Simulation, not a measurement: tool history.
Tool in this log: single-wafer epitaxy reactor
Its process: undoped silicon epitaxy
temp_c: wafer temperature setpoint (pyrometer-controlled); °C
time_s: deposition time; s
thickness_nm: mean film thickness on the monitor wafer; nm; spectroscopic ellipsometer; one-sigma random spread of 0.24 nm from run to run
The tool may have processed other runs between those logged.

{"run": 1, "day": 0.0, "temp_c": 645, "time_s": 479, "thickness_nm": 76.454}
{"run": 2, "day": 0.308, "temp_c": 646, "time_s": 479, "thickness_nm": 77.603}
{"run": 3, "day": 0.583, "temp_c": 647, "time_s": 479, "thickness_nm": 79.49}
{"run": 4, "day": 0.825, "temp_c": 648, "time_s": 479, "thickness_nm": 80.862}
{"run": 5, "day": 0.854, "temp_c": 639, "time_s": 479, "thickness_nm": 68.067}
{"run": 6, "day": 1.008, "temp_c": 641, "time_s": 479, "thickness_nm": 70.448}
{"run": 7, "day": 1.371, "temp_c": 643, "time_s": 479, "thickness_nm": 73.442}
{"run": 8, "day": 1.55, "temp_c": 645, "time_s": 479, "thickness_nm": 76.464}
{"run": 9, "day": 1.792, "temp_c": 645, "time_s": 479, "thickness_nm": 76.094}
{"run": 10, "day": 2.096, "temp_c": 647, "time_s": 479, "thickness_nm": 79.475}
{"run": 11, "day": 2.208, "temp_c": 648, "time_s": 479, "thickness_nm": 81.325}
{"run": 12, "day": 2.229, "temp_c": 649, "time_s": 479, "thickness_nm": 82.595}
{"run": 13, "day": 2.371, "temp_c": 650, "time_s": 479, "thickness_nm": 84.242}

Forecast run 14:
{"run": 14, "day": 2.729, "temp_c": 651, "time_s": 479, "thickness_nm": "?"}

{"run 14": {"thickness_nm": 85.872}}
